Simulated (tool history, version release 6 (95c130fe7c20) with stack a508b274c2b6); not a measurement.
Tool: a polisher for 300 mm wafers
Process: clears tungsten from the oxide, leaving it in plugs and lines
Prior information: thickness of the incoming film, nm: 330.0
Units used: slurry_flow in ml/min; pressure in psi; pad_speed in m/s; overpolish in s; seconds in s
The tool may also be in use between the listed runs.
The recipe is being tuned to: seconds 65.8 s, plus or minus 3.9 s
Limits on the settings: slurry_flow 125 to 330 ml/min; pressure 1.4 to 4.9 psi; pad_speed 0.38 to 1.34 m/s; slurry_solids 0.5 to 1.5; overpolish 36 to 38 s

| run | hour | slurry_flow | pressure | pad_speed | slurry_solids | overpolish | seconds |
|---|---|---|---|---|---|---|---|
| 1 | 0 | 210 | 3.1 | 0.86 | 1 | 36 | 108.05 |
| 2 | 7 | 210 | 3.1 | 0.78 | 1 | 36 | 115.45 |
| 3 | 11 | 210 | 3.1 | 0.78 | 0.8 | 36 | 117.05 |
| 4 | 12.2 | 175 | 3.1 | 0.78 | 0.8 | 36 | 122.55 |
| 5 | 20.5 | 140 | 3.1 | 0.78 | 0.8 | 36 | 127.99 |
| 6 | 29 | 150 | 3.7 | 0.8 | 0.8 | 36 | 101.46 |
| 7 | 31.3 | 155 | 4.1 | 0.82 | 0.8 | 36 | 90.424 |
| 8 | 32.6 | 155 | 4.1 | 0.82 | 0.8 | 36 | 92.954 |
| 9 | 40.7 | 160 | 4.4 | 0.86 | 0.8 | 36 | 83.092 |
| 10 | 45.8 | 160 | 4.6 | 0.9 | 0.8 | 36 | 75.043 |

Of the 4 settings listed for the next run, only one would bring every result within its allowed miss of target. Which one?
| A | 50.9 | 150 | 4.9 | 1 | 0.55 | 36 | ? |
| B | 50.9 | 250 | 3.4 | 0.96 | 0.85 | 36 | ? |
| C | 50.9 | 140 | 4.3 | 0.78 | 0.75 | 36 | ? |
| D | 50.9 | 150 | 4.3 | 0.92 | 0.75 | 38 | ? |

| move | seconds |
|---|---|
| A | 66.599 |
| B | 87.228 |
| C | 92.589 |
| D | 78.182 |
A: every result lands within tolerance
B: moves away from the targets compared with the last run
C: moves away from the targets compared with the last run
D: moves away from the targets compared with the last run
A is the move that brings every result within its allowed miss.
